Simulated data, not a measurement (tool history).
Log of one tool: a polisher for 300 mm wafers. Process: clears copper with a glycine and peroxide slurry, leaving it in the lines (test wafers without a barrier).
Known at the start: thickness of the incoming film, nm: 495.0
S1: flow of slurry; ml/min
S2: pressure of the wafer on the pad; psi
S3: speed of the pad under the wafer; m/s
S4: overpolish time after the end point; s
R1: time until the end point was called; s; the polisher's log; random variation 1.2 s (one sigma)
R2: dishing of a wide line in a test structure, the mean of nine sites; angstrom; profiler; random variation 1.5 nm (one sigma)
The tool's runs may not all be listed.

| run | hour | S1 | S2 | S3 | S4 | R1 | R2 |
|---|---|---|---|---|---|---|---|
| 1 | 0.0 | 135 | 3.1 | 0.76 | 26 | 85.897 | 718.04 |
| 2 | 9.0 | 135 | 3.1 | 0.84 | 26 | 80.043 | 732.56 |
| 3 | 10.0 | 160 | 3.1 | 0.84 | 26 | 81.009 | 748.72 |
| 4 | 13.9 | 160 | 3.3 | 0.84 | 28 | 76.074 | 792.69 |
| 5 | 22.5 | 160 | 3.3 | 0.84 | 19 | 74.339 | 620.93 |
| 6 | 26.7 | 160 | 3.3 | 0.68 | 19 | 91.867 | 557.34 |

Run 7 comes next. What will it give?
| 7 | 28.1 | 160 | 3.5 | 0.72 | 24 | ? | ? |

{"run 7": {"R1": 82.32, "R2": 708.88}}

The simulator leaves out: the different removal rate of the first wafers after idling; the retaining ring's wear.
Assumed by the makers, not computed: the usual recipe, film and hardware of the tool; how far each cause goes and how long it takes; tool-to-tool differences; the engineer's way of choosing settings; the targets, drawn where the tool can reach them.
